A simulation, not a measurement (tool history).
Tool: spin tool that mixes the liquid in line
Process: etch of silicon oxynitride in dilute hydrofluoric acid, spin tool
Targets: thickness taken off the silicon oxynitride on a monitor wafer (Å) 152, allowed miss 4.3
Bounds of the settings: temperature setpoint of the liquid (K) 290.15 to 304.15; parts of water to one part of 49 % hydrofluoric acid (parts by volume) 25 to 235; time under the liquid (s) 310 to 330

run    day  temperature setpoint of the liquid (K)  parts of water to one part of 49 % hydrofluoric acid (parts by volume)  time under the liquid (s)  thickness taken off the silicon oxynitride on a monitor wafer (Å)
  1      0                                  296.15                                                                     130                        310                                                             97.487
  2    0.1                                  296.15                                                                     105                        310                                                             122.39
  3  0.179                                  296.65                                                                     105                        310                                                             126.19
  4  0.225                                  293.15                                                                     105                        310                                                             105.18
  5  0.554                                  293.15                                                                     150                        310                                                              71.31
  6  0.596                                  293.15                                                                     125                        310                                                             88.733
  7  0.933                                  293.15                                                                     125                        310                                                              88.03
  8  1.158                                  294.65                                                                     125                        310                                                             93.623

Which of these 4 next moves meets every target?
  A  1.383                                  299.65                                                                     100                        330                                                                  ?
  B  1.383                                  297.15                                                                     100                        325                                                                  ?
  C  1.383                                  295.65                                                                      90                        330                                                                  ?
  D  1.383                                  295.65                                                                     115                        325                                                                  ?

move  thickness taken off the silicon oxynitride on a monitor wafer (Å)
   A                                                              163.3
   B                                                             143.09
   C                                                             151.51
   D                                                              114.5
A: takes the result that was furthest off past its target
B: nearer than the last run, and not there yet
C: meets every target
D: nearer than the last run, and not there yet
Answer: C
